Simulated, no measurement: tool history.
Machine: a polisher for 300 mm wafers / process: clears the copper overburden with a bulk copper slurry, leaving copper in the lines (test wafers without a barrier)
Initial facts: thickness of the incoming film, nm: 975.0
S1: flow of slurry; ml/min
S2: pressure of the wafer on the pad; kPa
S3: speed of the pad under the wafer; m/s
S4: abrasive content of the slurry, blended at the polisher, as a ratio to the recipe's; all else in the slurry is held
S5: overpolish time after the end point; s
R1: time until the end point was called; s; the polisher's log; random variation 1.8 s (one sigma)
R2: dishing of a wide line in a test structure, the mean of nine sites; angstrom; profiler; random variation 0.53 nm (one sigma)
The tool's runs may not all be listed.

Run 1, hour 0: S1 270 ml/min, S2 13.8 kPa, S3 1.12 m/s, S4 1, S5 11 s. Result: R1 141.88 s, R2 441.96 angstrom.
Run 2, hour 8.5: S1 270 ml/min, S2 11.7 kPa, S3 1.12 m/s, S4 1, S5 11 s. Result: R1 163.25 s, R2 393.62 angstrom.
Run 3, hour 12.5: S1 270 ml/min, S2 11.7 kPa, S3 1.12 m/s, S4 0.9, S5 11 s. Result: R1 180.23 s, R2 383.38 angstrom.
Run 4, hour 16.7: S1 270 ml/min, S2 11.7 kPa, S3 1.12 m/s, S4 0.9, S5 8 s. Result: R1 169.31 s, R2 297.77 angstrom.
Run 5, hour 17.4: S1 270 ml/min, S2 13.1 kPa, S3 1.12 m/s, S4 0.9, S5 8 s. Result: R1 160.66 s, R2 328.22 angstrom.
Run 6, hour 22.9: S1 270 ml/min, S2 14.5 kPa, S3 1.12 m/s, S4 0.9, S5 8 s. Result: R1 138.83 s, R2 347.1 angstrom.

Estimate the outcome of run 7 from the log above:
Run 7, hour 30.5: S1 270 ml/min, S2 17.9 kPa, S3 1.2 m/s, S4 0.9, S5 12 s. Result: R1 ?, R2 ?.

Run 7 came out at R1 105.98 s, R2 589.48 angstrom.
